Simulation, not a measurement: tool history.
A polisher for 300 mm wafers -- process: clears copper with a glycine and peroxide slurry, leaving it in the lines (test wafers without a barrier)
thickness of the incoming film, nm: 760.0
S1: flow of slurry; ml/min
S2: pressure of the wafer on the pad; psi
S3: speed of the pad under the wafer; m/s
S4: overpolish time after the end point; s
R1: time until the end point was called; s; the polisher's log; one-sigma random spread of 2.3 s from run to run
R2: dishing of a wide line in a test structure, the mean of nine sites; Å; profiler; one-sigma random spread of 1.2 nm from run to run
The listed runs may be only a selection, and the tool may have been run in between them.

| run | hour | S1 | S2 | S3 | S4 | R1 | R2 |
|---|---|---|---|---|---|---|---|
| 1 | 0 | 175 | 2.9 | 1 | 23 | 135.59 | 680.26 |
| 2 | 1.7 | 175 | 2.8 | 0.98 | 25 | 137.35 | 695.21 |
| 3 | 2.5 | 175 | 2.7 | 0.96 | 27 | 145.82 | 694.67 |
| 4 | 7.4 | 175 | 2.7 | 1.14 | 27 | 124.93 | 782.96 |
|  | 12.1 | worn pad replaced by a new one |
| 5 | 12.1 | 175 | 2.5 | 1.12 | 29 | 119.71 | 822.73 |
| 6 | 14.3 | 215 | 2.5 | 1.12 | 29 | 121.06 | 805.35 |
| 7 | 16.1 | 210 | 2.3 | 1.08 | 31 | 129.13 | 810.85 |
| 8 | 18.9 | 205 | 2.1 | 1.06 | 32 | 143.91 | 757.17 |
| 9 | 25.4 | 200 | 2.1 | 1.06 | 33 | 143.31 | 776.89 |

Forecast run 10:
| 10 | 26.1 | 195 | 2.1 | 1.06 | 34 | ? | ? |

{"run 10": {"R1": 143.7, "R2": 806.78}}
